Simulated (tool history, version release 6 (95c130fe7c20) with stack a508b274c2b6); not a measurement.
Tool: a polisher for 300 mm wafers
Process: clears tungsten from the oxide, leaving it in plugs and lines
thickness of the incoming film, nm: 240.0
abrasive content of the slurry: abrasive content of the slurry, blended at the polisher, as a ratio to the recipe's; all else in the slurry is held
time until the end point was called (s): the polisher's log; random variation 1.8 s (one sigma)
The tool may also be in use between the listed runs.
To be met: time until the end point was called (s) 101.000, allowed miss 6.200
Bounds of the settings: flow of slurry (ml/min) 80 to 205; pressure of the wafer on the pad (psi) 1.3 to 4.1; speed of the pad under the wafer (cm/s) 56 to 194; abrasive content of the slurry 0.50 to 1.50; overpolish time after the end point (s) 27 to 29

| run | hour | flow of slurry (ml/min) | pressure of the wafer on the pad (psi) | speed of the pad under the wafer (cm/s) | abrasive content of the slurry | overpolish time after the end point (s) | time until the end point was called (s) |
|---|---|---|---|---|---|---|---|
| 1 | 0.0 | 135 | 2.7 | 124 | 1.00 | 27 | 51.384 |
| 2 | 8.3 | 135 | 2.5 | 124 | 1.00 | 27 | 55.282 |
| 3 | 9.2 | 135 | 2.3 | 120 | 1.00 | 27 | 60.192 |
| 4 | 10.8 | 135 | 2.3 | 140 | 1.00 | 27 | 54.102 |
| 5 | 14.7 | 135 | 2.1 | 132 | 1.00 | 27 | 58.919 |
| 6 | 21.2 | 135 | 2.1 | 156 | 1.00 | 27 | 52.383 |
| 7 | 25.9 | 130 | 2.0 | 144 | 1.00 | 27 | 57.508 |
| 8 | 32.2 | 130 | 1.9 | 134 | 1.00 | 27 | 66.144 |
| 9 | 37.3 | 125 | 1.8 | 130 | 1.00 | 27 | 72.242 |
| 10 | 45.5 | 120 | 1.7 | 128 | 1.00 | 27 | 75.676 |
| 11 | 48.1 | 115 | 1.3 | 106 | 0.95 | 27 | 114.990 |
| 12 | 54.5 | 120 | 1.4 | 106 | 0.95 | 27 | 105.430 |

Which of these 4 next moves meets every target?
| A | 60.9 | 110 | 1.3 | 110 | 0.95 | 29 | ? |
| B | 60.9 | 105 | 1.4 | 102 | 0.95 | 29 | ? |
| C | 60.9 | 115 | 1.4 | 106 | 0.75 | 29 | ? |
| D | 60.9 | 135 | 1.5 | 104 | 0.95 | 29 | ? |

| move | time until the end point was called (s) |
|---|---|
| A | 111.950 |
| B | 114.320 |
| C | 117.980 |
| D | 102.500 |
A: further off than the last run
B: further off than the last run
C: further off than the last run
D: meets every target
Answer: D
